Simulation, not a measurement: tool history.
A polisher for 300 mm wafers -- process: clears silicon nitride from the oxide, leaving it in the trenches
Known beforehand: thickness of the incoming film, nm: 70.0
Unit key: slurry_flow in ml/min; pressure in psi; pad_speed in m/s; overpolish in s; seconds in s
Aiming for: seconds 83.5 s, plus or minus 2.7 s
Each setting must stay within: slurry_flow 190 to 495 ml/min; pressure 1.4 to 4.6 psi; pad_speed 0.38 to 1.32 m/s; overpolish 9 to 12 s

Run 1, hour 0: slurry_flow 320 ml/min, pressure 3 psi, pad_speed 0.84 m/s, overpolish 12 s. Result: seconds 71.203 s.
Run 2, hour 4.2: slurry_flow 320 ml/min, pressure 3.6 psi, pad_speed 0.84 m/s, overpolish 12 s. Result: seconds 62.039 s.
Run 3, hour 5.2: slurry_flow 320 ml/min, pressure 3.6 psi, pad_speed 0.92 m/s, overpolish 12 s. Result: seconds 57.07 s.
Run 4, hour 7: slurry_flow 320 ml/min, pressure 3.4 psi, pad_speed 0.92 m/s, overpolish 12 s. Result: seconds 59.855 s.
Run 5, hour 13.8: slurry_flow 320 ml/min, pressure 3.4 psi, pad_speed 0.92 m/s, overpolish 9 s. Result: seconds 59.346 s.
Run 6, hour 19: slurry_flow 320 ml/min, pressure 3.4 psi, pad_speed 0.76 m/s, overpolish 9 s. Result: seconds 71.302 s.
Run 7, hour 20.8: slurry_flow 320 ml/min, pressure 3.3 psi, pad_speed 0.76 m/s, overpolish 9 s. Result: seconds 73.607 s.
Run 8, hour 21.4: slurry_flow 320 ml/min, pressure 3.2 psi, pad_speed 0.76 m/s, overpolish 9 s. Result: seconds 73.508 s.
Run 9, hour 27.2: slurry_flow 320 ml/min, pressure 3.1 psi, pad_speed 0.76 m/s, overpolish 9 s. Result: seconds 77.029 s.

Which of these 4 next moves meets every target?
Run A, hour 33: slurry_flow 375 ml/min, pressure 2.8 psi, pad_speed 0.68 m/s, overpolish 9 s. Result: seconds ?.
Run B, hour 33: slurry_flow 305 ml/min, pressure 3 psi, pad_speed 0.8 m/s, overpolish 9 s. Result: seconds ?.
Run C, hour 33: slurry_flow 305 ml/min, pressure 2.9 psi, pad_speed 0.68 m/s, overpolish 9 s. Result: seconds ?.
Run D, hour 33: slurry_flow 325 ml/min, pressure 3.3 psi, pad_speed 0.66 m/s, overpolish 12 s. Result: seconds ?.

move  seconds
   A   91.861
   B   75.783
   C   90.971
   D   83.963
A: pushes the last run's worst result past its target
B: its largest miss is bigger than the last run's
C: pushes the last run's worst result past its target
D: meets every target
Answer: D
